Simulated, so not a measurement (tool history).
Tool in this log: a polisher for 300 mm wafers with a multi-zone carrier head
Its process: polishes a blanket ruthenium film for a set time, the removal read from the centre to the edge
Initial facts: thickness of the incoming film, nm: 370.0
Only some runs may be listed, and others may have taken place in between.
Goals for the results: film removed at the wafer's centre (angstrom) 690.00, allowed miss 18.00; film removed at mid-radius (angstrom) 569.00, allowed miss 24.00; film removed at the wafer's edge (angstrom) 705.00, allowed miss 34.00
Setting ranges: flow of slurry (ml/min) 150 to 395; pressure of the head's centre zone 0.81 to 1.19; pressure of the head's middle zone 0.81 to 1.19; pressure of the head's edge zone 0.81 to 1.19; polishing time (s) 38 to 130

run,hour,flow of slurry (ml/min),pressure of the head's centre zone,pressure of the head's middle zone,pressure of the head's edge zone,polishing time (s),film removed at the wafer's centre (angstrom),film removed at mid-radius (angstrom),film removed at the wafer's edge (angstrom)
1,0.0,250,1.00,1.00,1.00,84,1077.70,1064.40,1069.20
2,3.0,240,1.00,0.95,1.01,74,941.79,894.36,948.98
3,4.9,230,1.01,0.91,1.02,67,852.40,771.42,868.67
4,8.4,220,1.01,0.88,1.01,63,792.16,700.94,783.30
5,17.1,170,1.01,0.88,1.01,63,751.66,653.84,782.07
6,18.5,165,1.01,0.86,1.00,62,746.25,640.28,758.52
7,22.9,160,1.01,0.85,1.00,61,715.14,608.74,746.05
8,27.2,160,1.01,0.84,0.99,61,719.78,615.10,743.34
9,30.4,160,1.03,0.81,1.00,55,659.07,521.71,683.54
10,37.4,170,1.03,0.82,1.00,55,664.06,552.29,690.58

Exercise: of the 5 proposed moves below, exactly one satisfies all targets within the stated allowed misses. Which move is it?
A,44.4,150,1.02,0.89,1.09,54,?,?,?
B,44.4,170,0.95,0.86,0.95,54,?,?,?
C,44.4,150,0.97,0.81,1.15,56,?,?,?
D,44.4,150,1.02,0.81,1.00,56,?,?,?
E,44.4,270,1.02,0.83,1.09,53,?,?,?

move,film removed at the wafer's centre (angstrom),film removed at mid-radius (angstrom),film removed at the wafer's edge (angstrom)
A,644.91,562.73,680.38
B,628.41,562.61,649.31
C,641.98,540.20,725.91
D,668.42,540.20,676.94
E,707.50,575.98,719.03
A: moves away from the targets compared with the last run
B: moves away from the targets compared with the last run
C: moves away from the targets compared with the last run
D: closer than the last run, but not yet in spec
E: hits every target within its allowed miss
Correct choice: E, which meets every target
